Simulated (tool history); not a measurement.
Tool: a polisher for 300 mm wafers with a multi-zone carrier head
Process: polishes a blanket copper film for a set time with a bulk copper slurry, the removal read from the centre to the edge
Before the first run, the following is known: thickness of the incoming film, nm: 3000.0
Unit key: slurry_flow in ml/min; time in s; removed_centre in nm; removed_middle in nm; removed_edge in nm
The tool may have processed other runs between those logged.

run  hour  slurry_flow  centre_zone  middle_zone  edge_zone  slurry_solids  time  removed_centre  removed_middle  removed_edge
  1   0.0          225         1.00         1.00       1.00           1.00    82          668.39          683.59        674.52
  2   3.2          225         1.00         0.98       0.97           0.90    76          606.53          605.44        605.42
  3   9.0          225         1.07         0.98       0.97           0.90    76          652.89          613.39        610.47
  4  10.4          225         1.07         0.98       0.97           0.80    76          631.41          590.11        583.07
  5  18.8          225         1.07         0.98       0.90           0.80    76          622.61          600.71        573.65
  6  24.3          225         1.07         0.98       0.90           0.95    76          649.78          615.98        600.01
  7  28.7          225         1.06         0.97       0.89           0.85    72          602.95          572.07        551.50
  8  37.1          200         0.96         0.87       0.83           0.60    53          362.37          356.75        358.25
  9  38.4          265         1.01         0.93       0.89           0.60    53          387.14          377.91        380.38
 10  46.5          265         1.02         0.94       0.90           0.60    53          397.36          379.65        381.31

Estimate the outcome of run 11 from the log above:
 11  49.5          265         1.02         0.95       0.91           0.60    53               ?               ?             ?

For run 11 the tool returned removed_centre 391.09 nm, removed_middle 380.28 nm, removed_edge 376.03 nm.
